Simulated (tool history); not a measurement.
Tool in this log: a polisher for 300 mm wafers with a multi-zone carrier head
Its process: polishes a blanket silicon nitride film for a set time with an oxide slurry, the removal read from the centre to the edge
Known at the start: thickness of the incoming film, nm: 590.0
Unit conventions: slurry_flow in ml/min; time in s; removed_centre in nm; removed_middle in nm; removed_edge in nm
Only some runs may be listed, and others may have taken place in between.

run,hour,slurry_flow,centre_zone,middle_zone,edge_zone,slurry_solids,time,removed_centre,removed_middle,removed_edge
1,0,195,1,1,1,1,79,52.735,56.169,53.568
2,7.7,195,0.99,1,0.96,0.85,66,42.019,43.023,42.063
3,9.8,195,0.97,1.04,0.92,0.75,57,33.035,36.472,32.757
4,13.7,190,0.96,1.03,0.89,0.65,55,29.963,33.267,29.056
5,18.7,190,0.96,1.03,0.89,0.65,72,40.083,42.506,40.413
6,22.1,185,0.95,1.02,0.88,0.6,64,33.477,36.468,33.598
7,28.8,185,0.95,1.02,0.88,0.6,64,32.791,36.947,33.312
8,34.4,190,0.95,1,0.87,0.55,59,29.613,32.035,29.307
9,36.9,190,0.94,0.99,0.86,0.55,57,28.131,31.077,28.479
10,42,190,0.94,0.99,0.85,0.55,55,27.912,29.303,27.169

What does the tool deliver on the next run?
11,49.6,185,0.93,1,0.84,0.55,54,?,?,?

Run 11 gave removed_centre 26.237 nm, removed_middle 29.283 nm, removed_edge 26.947 nm.
